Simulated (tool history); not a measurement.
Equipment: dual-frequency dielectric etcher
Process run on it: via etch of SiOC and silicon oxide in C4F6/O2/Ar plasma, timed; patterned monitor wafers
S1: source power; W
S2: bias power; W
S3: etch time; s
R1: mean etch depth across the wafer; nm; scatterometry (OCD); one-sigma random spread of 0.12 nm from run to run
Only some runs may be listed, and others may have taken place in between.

{"run": 1, "day": 0.0, "S1": 350, "S2": 137, "S3": 38, "R1": 36.405}
{"run": 2, "day": 0.075, "S1": 350, "S2": 137, "S3": 38, "R1": 36.515}
{"run": 3, "day": 0.338, "S1": 310, "S2": 135, "S3": 38, "R1": 35.052}
{"run": 4, "day": 0.608, "S1": 310, "S2": 115, "S3": 38, "R1": 32.924}
{"run": 5, "day": 0.758, "S1": 310, "S2": 115, "S3": 35, "R1": 30.666}
{"run": 6, "day": 0.883, "S1": 260, "S2": 115, "S3": 35, "R1": 28.665}

What does the tool deliver on the next run?
{"run": 7, "day": 1.192, "S1": 280, "S2": 116, "S3": 35, "R1": "?"}

R1: 29.594 nm
